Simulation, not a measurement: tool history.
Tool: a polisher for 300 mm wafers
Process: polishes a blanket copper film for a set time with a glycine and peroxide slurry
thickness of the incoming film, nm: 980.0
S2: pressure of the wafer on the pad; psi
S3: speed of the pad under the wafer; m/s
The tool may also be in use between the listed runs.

{"run": 1, "day": 0.0, "flow of slurry (ml/min)": 165, "S2": 2.2, "S3": 1.26, "polishing time (s)": 42, "film removed (nm)": 191.28}
{"run": 2, "day": 0.225, "flow of slurry (ml/min)": 185, "S2": 2.2, "S3": 1.26, "polishing time (s)": 42, "film removed (nm)": 198.52}
{"run": 3, "day": 0.567, "flow of slurry (ml/min)": 185, "S2": 2.2, "S3": 1.26, "polishing time (s)": 42, "film removed (nm)": 197.65}
{"run": 4, "day": 0.912, "flow of slurry (ml/min)": 185, "S2": 2.2, "S3": 1.26, "polishing time (s)": 42, "film removed (nm)": 194.74}
{"run": 5, "day": 1.129, "flow of slurry (ml/min)": 185, "S2": 1.9, "S3": 1.24, "polishing time (s)": 42, "film removed (nm)": 174.38}
{"run": 6, "day": 1.175, "flow of slurry (ml/min)": 180, "S2": 1.7, "S3": 1.22, "polishing time (s)": 42, "film removed (nm)": 155.84}

Forecast run 7:
{"run": 7, "day": 1.542, "flow of slurry (ml/min)": 165, "S2": 1.3, "S3": 1.2, "polishing time (s)": 42, "film removed (nm)": "?"}

film removed (nm): 125.67
